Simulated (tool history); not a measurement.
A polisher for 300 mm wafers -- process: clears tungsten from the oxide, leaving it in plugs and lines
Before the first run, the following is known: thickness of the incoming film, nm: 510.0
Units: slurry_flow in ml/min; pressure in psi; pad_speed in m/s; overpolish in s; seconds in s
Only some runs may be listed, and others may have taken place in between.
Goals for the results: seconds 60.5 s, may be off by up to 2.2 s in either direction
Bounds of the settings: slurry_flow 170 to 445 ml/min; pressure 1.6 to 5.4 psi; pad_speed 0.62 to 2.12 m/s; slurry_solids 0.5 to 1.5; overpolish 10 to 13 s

run	day	slurry_flow	pressure	pad_speed	slurry_solids	overpolish	seconds
1	0	285	3.5	1.36	1	13	75.076
2	0.046	285	3.7	1.36	1	13	70.961
3	0.117	285	3.7	1.04	1	13	86.708
4	0.142	285	3.7	1.04	1	13	87.536
5	0.171	285	4	1.04	1	13	80.656
6	0.533	285	4.3	1.04	1	13	76.261
7	0.575	285	4.6	1.04	1	13	71.528
# day 0.933: slurry blender recalibrated
8	0.933	285	5.4	1.06	1	13	57.396

Which of these 5 next moves meets every target?
A	1.292	270	5.2	1.14	1.1	10	?
B	1.292	330	5.1	1.14	1.1	13	?
C	1.292	315	5.4	1.1	0.9	11	?
D	1.292	285	5.4	1.1	1.1	13	?
E	1.292	270	5.2	0.98	1.15	13	?

move	seconds
A	53.517
B	53.576
C	55.203
D	52.838
E	59.485
A: moves away from the targets compared with the last run
B: moves away from the targets compared with the last run
C: moves away from the targets compared with the last run
D: moves away from the targets compared with the last run
E: all results land within tolerance of their targets
E meets every target.
